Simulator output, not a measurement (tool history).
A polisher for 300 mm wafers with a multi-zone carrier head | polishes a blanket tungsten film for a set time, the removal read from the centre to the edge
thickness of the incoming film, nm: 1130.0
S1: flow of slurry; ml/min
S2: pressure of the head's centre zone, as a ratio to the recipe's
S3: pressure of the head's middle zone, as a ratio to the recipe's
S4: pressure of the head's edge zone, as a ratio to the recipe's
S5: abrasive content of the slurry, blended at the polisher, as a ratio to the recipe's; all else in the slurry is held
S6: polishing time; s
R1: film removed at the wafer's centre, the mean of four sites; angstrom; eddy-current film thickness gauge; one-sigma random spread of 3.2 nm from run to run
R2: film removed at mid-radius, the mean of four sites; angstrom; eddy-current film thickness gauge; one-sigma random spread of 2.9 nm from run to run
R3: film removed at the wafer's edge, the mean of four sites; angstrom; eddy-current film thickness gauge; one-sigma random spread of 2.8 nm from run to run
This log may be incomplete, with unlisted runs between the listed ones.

run	hour	S1	S2	S3	S4	S5	S6	R1	R2	R3
1	0	280	1	1	1	1	45	2454.1	2513.1	2500.7
2	1.9	325	1	1	1	1	45	2500.7	2547.2	2584.8
3	8.9	315	1	1	0.98	0.95	45	2514	2420.5	2490.4
4	16	315	0.93	1	0.98	0.95	45	2375.2	2456.1	2499.8
5	18.3	315	0.93	1	0.98	1	45	2346.3	2543.5	2524.7
6	26.4	315	0.93	1	0.98	1	55	2902	3100.7	3051.8
7	28.3	305	0.93	1.01	0.96	0.95	54	2922.2	2943.1	2886
8	30.8	335	0.86	1.11	0.92	0.7	41	1939.8	2270.1	2029.2
9	35.8	335	0.88	1.11	0.91	0.7	41	2003.8	2291.4	1991.5
10	42.9	335	0.89	1.1	0.91	0.7	41	2000.7	2322.3	2025.5
11	43.5	335	0.91	1.08	0.91	0.7	41	2018.9	2286.3	2034
12	50	330	0.93	1.07	0.91	0.7	41	2056.1	2236.7	1995.8

Expected results for the next run?
13	57.3	330	0.94	1.07	0.91	0.7	41	?	?	?

R1: 2041.5 angstrom
R2: 2186.9 angstrom
R3: 2026.2 angstrom
